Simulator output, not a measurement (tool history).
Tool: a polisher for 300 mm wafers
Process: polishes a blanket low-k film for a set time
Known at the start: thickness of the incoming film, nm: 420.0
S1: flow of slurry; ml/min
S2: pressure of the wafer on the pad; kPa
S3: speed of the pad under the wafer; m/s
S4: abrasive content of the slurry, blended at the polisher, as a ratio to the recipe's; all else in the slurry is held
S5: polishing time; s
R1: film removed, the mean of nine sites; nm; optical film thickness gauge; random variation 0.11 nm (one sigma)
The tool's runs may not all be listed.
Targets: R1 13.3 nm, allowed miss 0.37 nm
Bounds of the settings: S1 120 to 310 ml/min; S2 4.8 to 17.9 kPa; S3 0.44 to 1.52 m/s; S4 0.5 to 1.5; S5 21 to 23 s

run	hour	S1	S2	S3	S4	S5	R1
1	0	200	11	0.98	1	23	8.4848
2	8.1	200	11	0.76	1	23	7.2084
3	16.7	225	11	0.76	1	23	7.4358
4	22.7	225	8.3	0.76	1	23	5.5517
5	30.3	235	11	0.76	1	23	7.5053
6	36.6	250	12.4	0.76	1	23	8.3506
7	41.9	250	13.8	0.76	1	23	9.2372
8	42.5	250	15.2	0.78	1	23	10.338
9	51.2	255	15.9	0.8	1	23	11.181
10	58.4	260	16.5	0.8	1	23	11.439
11	66.3	260	17.2	0.82	1	23	12.155
12	71.1	265	17.2	0.84	1	23	12.384
13	76.5	265	17.2	0.86	1	23	12.553

5 next moves are on the table. One of them brings every result within its allowed miss. Which?
A	81.9	275	15.9	0.86	1.15	23	?
B	81.9	310	16.5	1.12	1	21	?
C	81.9	280	17.2	0.96	0.95	21	?
D	81.9	245	17.9	0.8	0.95	23	?
E	81.9	255	17.2	0.84	1.1	22	?

move	R1
A	11.921
B	13.022
C	11.988
D	12.033
E	11.953
A: further off than the last run
B: meets every target
C: further off than the last run
D: further off than the last run
E: further off than the last run
Move B is the one to make.
